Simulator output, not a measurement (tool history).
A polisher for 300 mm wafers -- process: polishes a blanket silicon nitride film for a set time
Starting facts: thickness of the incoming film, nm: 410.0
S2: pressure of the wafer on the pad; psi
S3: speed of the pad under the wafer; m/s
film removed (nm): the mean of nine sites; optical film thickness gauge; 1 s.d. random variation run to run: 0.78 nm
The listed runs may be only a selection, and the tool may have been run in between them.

Run 1, day 0.000: flow of slurry (ml/min) 150, S2 2.9 psi, S3 1.26 m/s, polishing time (s) 25. Result: film removed (nm) 34.603.
Run 2, day 0.254: flow of slurry (ml/min) 150, S2 2.9 psi, S3 1.26 m/s, polishing time (s) 22. Result: film removed (nm) 29.493.
Run 3, day 0.354: flow of slurry (ml/min) 150, S2 3.1 psi, S3 1.26 m/s, polishing time (s) 22. Result: film removed (nm) 31.284.
Run 4, day 0.421: flow of slurry (ml/min) 150, S2 3.3 psi, S3 1.30 m/s, polishing time (s) 22. Result: film removed (nm) 34.597.
Run 5, day 0.642: flow of slurry (ml/min) 175, S2 3.3 psi, S3 1.30 m/s, polishing time (s) 22. Result: film removed (nm) 34.475.
Run 6, day 0.742: flow of slurry (ml/min) 175, S2 2.7 psi, S3 1.30 m/s, polishing time (s) 22. Result: film removed (nm) 29.124.
Run 7, day 0.767: flow of slurry (ml/min) 180, S2 3.5 psi, S3 1.46 m/s, polishing time (s) 22. Result: film removed (nm) 40.034.
At day 0.871: worn pad replaced by a new one.
Run 8, day 0.871: flow of slurry (ml/min) 180, S2 3.6 psi, S3 1.46 m/s, polishing time (s) 22. Result: film removed (nm) 45.320.

Expected results for the next run?
Run 9, day 1.079: flow of slurry (ml/min) 180, S2 3.8 psi, S3 1.46 m/s, polishing time (s) 22. Result: film removed (nm) ?.

film removed (nm): 47.052
